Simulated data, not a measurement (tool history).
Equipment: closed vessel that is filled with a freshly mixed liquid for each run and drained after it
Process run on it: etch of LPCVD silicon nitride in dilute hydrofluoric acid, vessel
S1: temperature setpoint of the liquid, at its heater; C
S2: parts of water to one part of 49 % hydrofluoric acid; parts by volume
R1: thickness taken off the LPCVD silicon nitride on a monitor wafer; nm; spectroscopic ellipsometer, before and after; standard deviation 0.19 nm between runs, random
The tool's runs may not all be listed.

run 1 hour=0.0 | S1=25.0 S2=45 time_in_the_liquid_(s)=2160 | R1=27.582
run 2 hour=9.5 | S1=26.0 S2=45 time_in_the_liquid_(s)=2160 | R1=29.388
run 3 hour=18.9 | S1=26.5 S2=45 time_in_the_liquid_(s)=2160 | R1=30.635
run 4 hour=24.0 | S1=26.5 S2=55 time_in_the_liquid_(s)=2160 | R1=24.940
run 5 hour=30.3 | S1=26.5 S2=55 time_in_the_liquid_(s)=2160 | R1=25.289
run 6 hour=34.8 | S1=26.5 S2=45 time_in_the_liquid_(s)=2160 | R1=30.821
run 7 hour=36.4 | S1=27.0 S2=45 time_in_the_liquid_(s)=2160 | R1=31.394

For run 8, what comes out?
run 8 hour=37.8 | S1=27.5 S2=45 time_in_the_liquid_(s)=2160 | R1=?

Run 8 yielded R1 32.507 nm.
